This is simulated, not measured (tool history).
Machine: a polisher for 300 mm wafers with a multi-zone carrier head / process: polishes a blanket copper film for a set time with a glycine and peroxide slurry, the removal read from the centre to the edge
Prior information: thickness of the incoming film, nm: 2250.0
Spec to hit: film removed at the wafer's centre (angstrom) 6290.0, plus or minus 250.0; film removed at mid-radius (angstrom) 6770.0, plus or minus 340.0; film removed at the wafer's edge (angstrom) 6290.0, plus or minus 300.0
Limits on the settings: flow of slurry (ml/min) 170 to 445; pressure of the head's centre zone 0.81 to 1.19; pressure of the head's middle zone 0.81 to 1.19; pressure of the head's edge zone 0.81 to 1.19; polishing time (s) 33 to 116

| run | hour | flow of slurry (ml/min) | pressure of the head's centre zone | pressure of the head's middle zone | pressure of the head's edge zone | polishing time (s) | film removed at the wafer's centre (angstrom) | film removed at mid-radius (angstrom) | film removed at the wafer's edge (angstrom) |
|---|---|---|---|---|---|---|---|---|---|
| 1 | 0.0 | 285 | 1.00 | 1.00 | 1.00 | 74 | 4362.2 | 4317.9 | 4055.8 |
| 2 | 1.2 | 285 | 1.00 | 1.02 | 1.03 | 82 | 4840.2 | 4828.3 | 4541.7 |
| 3 | 6.4 | 285 | 1.00 | 1.02 | 0.95 | 82 | 4794.8 | 4920.8 | 4420.8 |
| 4 | 13.3 | 285 | 0.99 | 1.03 | 0.97 | 89 | 5162.7 | 5359.6 | 4929.9 |
| 5 | 19.3 | 285 | 0.99 | 1.03 | 1.05 | 89 | 5236.0 | 5201.8 | 5181.3 |
| 6 | 22.0 | 290 | 0.99 | 1.06 | 1.05 | 93 | 5487.7 | 5689.8 | 5316.2 |
| 7 | 24.9 | 290 | 0.99 | 1.07 | 1.06 | 96 | 5546.1 | 5719.1 | 5518.5 |
| 8 | 25.5 | 295 | 0.99 | 1.08 | 1.05 | 99 | 5791.4 | 6196.2 | 5690.6 |
| 9 | 28.9 | 295 | 0.99 | 1.08 | 1.06 | 101 | 6058.9 | 6209.2 | 5824.9 |

Consider the 4 candidate settings below. Which is the only one whose results all fall within their allowed miss of target?
| A | 32.3 | 290 | 1.07 | 1.14 | 0.95 | 100 | ? | ? | ? |
| B | 32.3 | 255 | 0.93 | 0.87 | 1.19 | 110 | ? | ? | ? |
| C | 32.3 | 430 | 1.00 | 1.13 | 1.13 | 102 | ? | ? | ? |
| D | 32.3 | 305 | 1.03 | 1.19 | 0.92 | 100 | ? | ? | ? |

| move | film removed at the wafer's centre (angstrom) | film removed at mid-radius (angstrom) | film removed at the wafer's edge (angstrom) |
|---|---|---|---|
| A | 6159.5 | 6173.8 | 5276.6 |
| B | 6014.6 | 5640.7 | 6435.4 |
| C | 6215.6 | 6483.6 | 6021.8 |
| D | 6028.2 | 6388.7 | 5217.0 |
A: misses by more than the last run did
B: misses by more than the last run did
C: every result within its allowed miss
D: misses by more than the last run did
C is the move that brings every result within its allowed miss.
